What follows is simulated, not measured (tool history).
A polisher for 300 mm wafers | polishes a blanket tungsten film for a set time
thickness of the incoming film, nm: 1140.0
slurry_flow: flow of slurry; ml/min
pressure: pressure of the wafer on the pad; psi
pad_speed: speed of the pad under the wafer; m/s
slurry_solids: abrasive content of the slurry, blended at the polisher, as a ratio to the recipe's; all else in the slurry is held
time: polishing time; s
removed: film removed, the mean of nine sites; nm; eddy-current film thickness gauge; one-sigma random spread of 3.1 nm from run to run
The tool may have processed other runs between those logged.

Run 1, hour 0.0: slurry_flow 320 ml/min, pressure 3.9 psi, pad_speed 1.30 m/s, slurry_solids 1.00, time 50 s. Result: removed 309.33 nm.
Run 2, hour 4.7: slurry_flow 385 ml/min, pressure 3.9 psi, pad_speed 1.30 m/s, slurry_solids 1.00, time 50 s. Result: removed 309.41 nm.
Run 3, hour 10.2: slurry_flow 385 ml/min, pressure 3.7 psi, pad_speed 1.30 m/s, slurry_solids 1.00, time 50 s. Result: removed 301.97 nm.
Run 4, hour 15.0: slurry_flow 385 ml/min, pressure 3.7 psi, pad_speed 1.30 m/s, slurry_solids 1.15, time 50 s. Result: removed 309.43 nm.
Run 5, hour 19.8: slurry_flow 385 ml/min, pressure 3.5 psi, pad_speed 1.30 m/s, slurry_solids 1.15, time 50 s. Result: removed 295.78 nm.
Run 6, hour 25.6: slurry_flow 435 ml/min, pressure 3.5 psi, pad_speed 1.30 m/s, slurry_solids 1.15, time 50 s. Result: removed 296.33 nm.
Run 7, hour 32.3: slurry_flow 435 ml/min, pressure 3.4 psi, pad_speed 1.30 m/s, slurry_solids 1.15, time 50 s. Result: removed 290.42 nm.
Run 8, hour 33.6: slurry_flow 435 ml/min, pressure 3.4 psi, pad_speed 1.30 m/s, slurry_solids 1.15, time 50 s. Result: removed 290.36 nm.

Run 9, settings as shown, results not yet in. Your forecast:
Run 9, hour 39.0: slurry_flow 435 ml/min, pressure 3.3 psi, pad_speed 1.30 m/s, slurry_solids 1.15, time 50 s. Result: removed ?.

removed: 278.32 nm
